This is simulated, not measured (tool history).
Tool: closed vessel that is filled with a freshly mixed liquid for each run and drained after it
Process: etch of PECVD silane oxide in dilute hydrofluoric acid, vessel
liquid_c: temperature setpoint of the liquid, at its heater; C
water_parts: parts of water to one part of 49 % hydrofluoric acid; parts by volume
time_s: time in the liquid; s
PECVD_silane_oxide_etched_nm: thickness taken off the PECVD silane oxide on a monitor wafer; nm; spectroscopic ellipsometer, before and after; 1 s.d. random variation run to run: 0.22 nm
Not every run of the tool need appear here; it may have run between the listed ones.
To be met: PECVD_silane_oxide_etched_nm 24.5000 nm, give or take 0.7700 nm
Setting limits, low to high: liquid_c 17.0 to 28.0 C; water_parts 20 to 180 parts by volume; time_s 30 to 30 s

Run 1, hour 0.0: liquid_c 20.0 C, water_parts 100 parts by volume, time_s 30 s. Result: PECVD_silane_oxide_etched_nm 9.2362 nm.
Run 2, hour 4.5: liquid_c 20.0 C, water_parts 75 parts by volume, time_s 30 s. Result: PECVD_silane_oxide_etched_nm 12.6180 nm.
Run 3, hour 5.5: liquid_c 23.0 C, water_parts 75 parts by volume, time_s 30 s. Result: PECVD_silane_oxide_etched_nm 14.1880 nm.
Run 4, hour 8.3: liquid_c 20.0 C, water_parts 75 parts by volume, time_s 30 s. Result: PECVD_silane_oxide_etched_nm 12.6620 nm.
Run 5, hour 14.2: liquid_c 20.0 C, water_parts 75 parts by volume, time_s 30 s. Result: PECVD_silane_oxide_etched_nm 12.6190 nm.
Run 6, hour 22.5: liquid_c 20.0 C, water_parts 75 parts by volume, time_s 30 s. Result: PECVD_silane_oxide_etched_nm 12.6060 nm.
Run 7, hour 30.4: liquid_c 21.0 C, water_parts 70 parts by volume, time_s 30 s. Result: PECVD_silane_oxide_etched_nm 14.1830 nm.
Run 8, hour 33.1: liquid_c 21.5 C, water_parts 70 parts by volume, time_s 30 s. Result: PECVD_silane_oxide_etched_nm 14.6090 nm.

4 next moves are on the table. One of them brings every result within its allowed miss. Which?
Run A, hour 35.8: liquid_c 25.5 C, water_parts 50 parts by volume, time_s 30 s. Result: PECVD_silane_oxide_etched_nm ?.
Run B, hour 35.8: liquid_c 23.5 C, water_parts 40 parts by volume, time_s 30 s. Result: PECVD_silane_oxide_etched_nm ?.
Run C, hour 35.8: liquid_c 24.5 C, water_parts 65 parts by volume, time_s 30 s. Result: PECVD_silane_oxide_etched_nm ?.
Run D, hour 35.8: liquid_c 23.5 C, water_parts 55 parts by volume, time_s 30 s. Result: PECVD_silane_oxide_etched_nm ?.

move  PECVD_silane_oxide_etched_nm
   A                       24.8500
   B                       28.9970
   C                       17.9880
   D                       20.6770
A: in spec on every target
B: takes the result that was furthest off past its target
C: closes in on the targets versus the last run, not all within tolerance yet
D: closes in on the targets versus the last run, not all within tolerance yet
Move A is the one to make.
